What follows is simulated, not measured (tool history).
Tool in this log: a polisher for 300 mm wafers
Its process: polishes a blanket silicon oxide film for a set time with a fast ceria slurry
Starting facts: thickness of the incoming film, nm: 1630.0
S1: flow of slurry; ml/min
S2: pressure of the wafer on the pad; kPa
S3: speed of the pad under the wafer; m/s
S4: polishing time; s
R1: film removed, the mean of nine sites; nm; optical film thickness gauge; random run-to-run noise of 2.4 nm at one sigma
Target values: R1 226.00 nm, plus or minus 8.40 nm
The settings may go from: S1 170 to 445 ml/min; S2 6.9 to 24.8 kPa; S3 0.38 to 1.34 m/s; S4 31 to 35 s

run  hour   S1    S2    S3  S4      R1
  1   0.0  285  15.9  0.86  35  349.06
  2   4.5  285  13.8  0.86  35  313.54
  3   9.1  285  13.1  0.86  35  296.60
  4  16.2  285  13.1  0.86  35  301.85
  5  18.3  285  13.1  1.04  35  344.56
  6  26.3  285  13.1  1.24  35  394.25
     27.3  -- worn pad replaced by a new one
  7  27.3  285  11.7  1.20  35  393.56
  8  34.1  285  11.0  1.12  35  357.34
  9  42.6  285  10.3  1.04  35  317.57
 10  47.1  285   9.7  1.00  35  294.69

Below are 5 possible settings for the next run. Only one of them brings all results inside the allowed miss of their targets. Which is it?
  A  51.6  290   7.6  0.86  31   ?
  B  51.6  235  14.5  0.82  35   ?
  C  51.6  275   9.7  0.92  32   ?
  D  51.6  235   8.3  0.82  35   ?
  E  51.6  275   8.3  1.02  32   ?

move      R1
   A  202.24
   B  332.43
   C  254.57
   D  227.05
   E  250.40
A: carries the result that was furthest off beyond its target, to the other side
B: misses by more than the last run did
C: closes in on the targets versus the last run, not all within tolerance yet
D: in spec on every target
E: closes in on the targets versus the last run, not all within tolerance yet
The right move is D.
